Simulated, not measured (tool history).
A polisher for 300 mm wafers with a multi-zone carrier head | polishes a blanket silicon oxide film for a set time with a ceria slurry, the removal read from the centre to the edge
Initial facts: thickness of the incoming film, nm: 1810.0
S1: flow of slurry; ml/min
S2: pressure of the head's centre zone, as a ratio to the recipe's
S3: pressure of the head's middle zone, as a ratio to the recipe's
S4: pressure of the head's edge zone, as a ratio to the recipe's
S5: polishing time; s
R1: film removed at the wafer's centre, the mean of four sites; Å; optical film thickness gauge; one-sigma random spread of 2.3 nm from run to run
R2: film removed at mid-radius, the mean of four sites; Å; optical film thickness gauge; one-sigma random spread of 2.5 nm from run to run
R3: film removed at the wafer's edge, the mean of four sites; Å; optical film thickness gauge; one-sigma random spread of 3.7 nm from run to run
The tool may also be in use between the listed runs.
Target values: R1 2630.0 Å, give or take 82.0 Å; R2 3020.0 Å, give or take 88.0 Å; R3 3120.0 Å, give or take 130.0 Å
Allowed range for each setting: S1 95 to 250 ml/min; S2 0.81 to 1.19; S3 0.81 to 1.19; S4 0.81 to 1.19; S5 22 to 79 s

{"run": 1, "hour": 0.0, "S1": 160, "S2": 1.0, "S3": 1.0, "S4": 1.0, "S5": 50, "R1": 1952.6, "R2": 1996.7, "R3": 1885.7}
{"run": 2, "hour": 4.4, "S1": 160, "S2": 1.07, "S3": 1.0, "S4": 1.0, "S5": 50, "R1": 2072.3, "R2": 2042.9, "R3": 1910.1}
{"run": 3, "hour": 11.5, "S1": 160, "S2": 1.07, "S3": 1.05, "S4": 1.0, "S5": 50, "R1": 2068.9, "R2": 2074.2, "R3": 1905.6}
{"run": 4, "hour": 15.1, "S1": 160, "S2": 0.99, "S3": 1.05, "S4": 1.0, "S5": 50, "R1": 1901.3, "R2": 2114.9, "R3": 1943.2}
{"run": 5, "hour": 19.1, "S1": 160, "S2": 0.98, "S3": 1.05, "S4": 1.04, "S5": 54, "R1": 2090.9, "R2": 2255.8, "R3": 2111.3}
{"run": 6, "hour": 21.7, "S1": 160, "S2": 0.98, "S3": 0.98, "S4": 1.04, "S5": 54, "R1": 2065.6, "R2": 2130.6, "R3": 2143.4}
{"run": 7, "hour": 27.0, "S1": 165, "S2": 0.96, "S3": 1.0, "S4": 1.07, "S5": 57, "R1": 2151.5, "R2": 2326.1, "R3": 2290.7}
{"run": 8, "hour": 33.3, "S1": 165, "S2": 0.95, "S3": 1.0, "S4": 1.09, "S5": 60, "R1": 2240.3, "R2": 2419.5, "R3": 2434.4}
{"run": 9, "hour": 33.9, "S1": 170, "S2": 0.94, "S3": 1.01, "S4": 1.11, "S5": 62, "R1": 2272.9, "R2": 2547.0, "R3": 2552.0}
{"run": 10, "hour": 42.8, "S1": 175, "S2": 0.94, "S3": 1.01, "S4": 1.12, "S5": 64, "R1": 2337.4, "R2": 2618.8, "R3": 2611.7}
{"run": 11, "hour": 46.4, "S1": 170, "S2": 0.93, "S3": 1.01, "S4": 1.13, "S5": 66, "R1": 2393.6, "R2": 2671.9, "R3": 2695.5}
{"run": 12, "hour": 53.8, "S1": 180, "S2": 0.93, "S3": 1.01, "S4": 1.14, "S5": 67, "R1": 2475.2, "R2": 2772.6, "R3": 2729.9}
{"run": 13, "hour": 56.9, "S1": 175, "S2": 0.93, "S3": 1.01, "S4": 1.14, "S5": 68, "R1": 2470.4, "R2": 2805.0, "R3": 2801.8}
{"run": 14, "hour": 62.7, "S1": 175, "S2": 0.92, "S3": 1.01, "S4": 1.15, "S5": 69, "R1": 2510.2, "R2": 2818.3, "R3": 2822.4}
{"run": 15, "hour": 65.9, "S1": 180, "S2": 0.91, "S3": 1.0, "S4": 1.16, "S5": 70, "R1": 2500.5, "R2": 2827.3, "R3": 2907.4}
{"run": 16, "hour": 70.1, "S1": 180, "S2": 0.91, "S3": 1.0, "S4": 1.16, "S5": 71, "R1": 2561.9, "R2": 2861.0, "R3": 2973.0}

Exercise: of the 5 proposed moves below, exactly one satisfies all targets within the stated allowed misses. Which move is it?
{"run": "A", "hour": 74.3, "S1": 210, "S2": 0.89, "S3": 1.01, "S4": 1.09, "S5": 68, "R1": "?", "R2": "?", "R3": "?"}
{"run": "B", "hour": 74.3, "S1": 190, "S2": 0.88, "S3": 0.99, "S4": 1.17, "S5": 74, "R1": "?", "R2": "?", "R3": "?"}
{"run": "C", "hour": 74.3, "S1": 235, "S2": 1.03, "S3": 0.97, "S4": 1.14, "S5": 68, "R1": "?", "R2": "?", "R3": "?"}
{"run": "D", "hour": 74.3, "S1": 205, "S2": 0.89, "S3": 1.04, "S4": 1.16, "S5": 66, "R1": "?", "R2": "?", "R3": "?"}
{"run": "E", "hour": 74.3, "S1": 175, "S2": 0.88, "S3": 1.0, "S4": 1.15, "S5": 70, "R1": "?", "R2": "?", "R3": "?"}

move=A R1=2466.8 R2=2873.6 R3=2759.3
move=B R1=2620.1 R2=3038.8 R3=3084.9
move=C R1=2884.7 R2=2809.9 R3=2848.9
move=D R1=2387.4 R2=2851.0 R3=2755.7
move=E R1=2450.9 R2=2870.1 R3=2871.2
A: its largest miss is bigger than the last run's
B: every result lands within tolerance
C: its largest miss is bigger than the last run's
D: its largest miss is bigger than the last run's
E: its largest miss is bigger than the last run's
So the answer is move B, the one that meets all the targets.
